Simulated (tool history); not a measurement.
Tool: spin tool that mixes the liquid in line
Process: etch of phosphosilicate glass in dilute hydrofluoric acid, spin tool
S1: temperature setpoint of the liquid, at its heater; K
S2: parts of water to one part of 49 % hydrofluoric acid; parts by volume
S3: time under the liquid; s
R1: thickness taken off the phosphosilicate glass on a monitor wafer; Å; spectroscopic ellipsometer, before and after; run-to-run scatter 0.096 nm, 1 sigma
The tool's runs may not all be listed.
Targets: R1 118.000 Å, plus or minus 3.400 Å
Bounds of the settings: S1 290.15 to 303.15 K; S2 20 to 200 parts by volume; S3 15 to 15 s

run  hour      S1   S2  S3       R1
  1   0.0  295.15  110  15   94.454
  2   4.4  296.15  110  15   97.394
  3   7.3  296.15   80  15  139.780
  4  11.4  296.15   80  15  141.630
  5  13.3  296.15   80  15  143.550
     14.7  -- thermometer replaced
  6  14.7  295.15   80  15  129.300
  7  15.9  294.65   80  15  126.130
  8  22.2  294.15   80  15  123.510

Below are 4 possible settings for the next run. Only one of them brings all results inside the allowed miss of their targets. Which is it?
  A  28.5  294.65  75  15   ?
  B  28.5  292.65  70  15   ?
  C  28.5  293.65  75  15   ?
  D  28.5  291.15  75  15   ?

move       R1
   A  133.650
   B  132.530
   C  128.230
   D  115.440
A: its largest miss is bigger than the last run's
B: its largest miss is bigger than the last run's
C: its largest miss is bigger than the last run's
D: all results in spec
The move that meets every target is D.

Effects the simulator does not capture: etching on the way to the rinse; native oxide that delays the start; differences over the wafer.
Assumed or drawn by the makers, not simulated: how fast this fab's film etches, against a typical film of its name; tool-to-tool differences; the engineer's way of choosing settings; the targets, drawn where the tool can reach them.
